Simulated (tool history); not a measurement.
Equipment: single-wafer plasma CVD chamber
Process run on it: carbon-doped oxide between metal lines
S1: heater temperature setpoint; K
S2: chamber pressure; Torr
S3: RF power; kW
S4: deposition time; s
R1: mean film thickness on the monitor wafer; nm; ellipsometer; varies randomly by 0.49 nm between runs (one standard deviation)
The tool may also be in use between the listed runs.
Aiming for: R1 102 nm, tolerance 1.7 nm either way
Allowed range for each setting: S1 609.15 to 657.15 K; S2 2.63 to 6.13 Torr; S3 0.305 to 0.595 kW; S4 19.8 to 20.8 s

run	day	S1	S2	S3	S4	R1
1	0	633.15	4.38	0.45	20.8	92.921
2	0.129	630.15	4.68	0.455	20.8	95.876
3	0.267	630.15	4.68	0.455	20.8	95.37
4	0.588	630.15	4.68	0.48	20.8	97.181
5	0.696	630.15	4.01	0.48	20.8	96.782
6	0.883	630.15	4.01	0.48	20.8	97.451
7	0.996	627.15	4.06	0.485	20.8	98.282
8	1.338	625.15	4.15	0.49	20.8	99.792

Which one of the following 5 next-run settings gets every result inside its allowed miss? There is exactly one.
A	1.679	630.15	4.3	0.51	20.2	?
B	1.679	622.15	4.54	0.49	20.2	?
C	1.679	624.15	4.29	0.505	20.8	?
D	1.679	624.15	4.41	0.49	20	?
E	1.679	625.15	5.17	0.52	20.8	?

move	R1
A	98.639
B	99.245
C	102.8
D	97.374
E	106.06
A: further off than the last run
B: further off than the last run
C: meets every target
D: further off than the last run
E: moves the result that the last run missed by most past its target, out the other side
Move C is the one to make.
